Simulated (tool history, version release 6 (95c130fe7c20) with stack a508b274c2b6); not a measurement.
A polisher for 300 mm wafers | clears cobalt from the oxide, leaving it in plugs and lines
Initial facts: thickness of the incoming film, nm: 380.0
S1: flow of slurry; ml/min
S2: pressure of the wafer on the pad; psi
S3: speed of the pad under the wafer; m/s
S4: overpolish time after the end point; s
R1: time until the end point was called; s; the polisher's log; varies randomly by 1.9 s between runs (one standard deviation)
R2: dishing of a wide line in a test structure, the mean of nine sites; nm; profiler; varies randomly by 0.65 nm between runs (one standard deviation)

| run | hour | S1 | S2 | S3 | S4 | R1 | R2 |
|---|---|---|---|---|---|---|---|
| 1 | 0.0 | 185 | 1.9 | 1.22 | 23 | 82.647 | 60.387 |
| 2 | 3.5 | 185 | 1.8 | 1.22 | 24 | 86.301 | 59.977 |
| 3 | 6.6 | 185 | 1.8 | 1.48 | 24 | 71.847 | 65.885 |
| 4 | 8.9 | 185 | 1.7 | 1.46 | 25 | 75.241 | 64.613 |
| 5 | 9.7 | 220 | 1.7 | 1.46 | 25 | 75.041 | 64.702 |
| 6 | 14.0 | 220 | 1.7 | 1.46 | 20 | 75.940 | 59.140 |
| 7 | 17.5 | 220 | 1.6 | 1.44 | 22 | 79.918 | 58.390 |
| 8 | 23.3 | 220 | 1.5 | 1.42 | 24 | 86.068 | 59.896 |
| 9 | 29.7 | 220 | 1.4 | 1.40 | 25 | 93.586 | 58.609 |
| 10 | 31.9 | 220 | 1.3 | 1.40 | 26 | 99.171 | 56.803 |
| 11 | 37.4 | 220 | 1.3 | 1.40 | 28 | 103.470 | 61.097 |
| 12 | 44.8 | 220 | 1.3 | 1.40 | 29 | 103.390 | 61.539 |
| 13 | 47.9 | 220 | 1.3 | 1.40 | 30 | 101.670 | 60.595 |

The next listed run, before its measurement:
| 14 | 54.4 | 220 | 1.3 | 1.40 | 31 | ? | ? |

R1: 98.297 s
R2: 62.363 nm
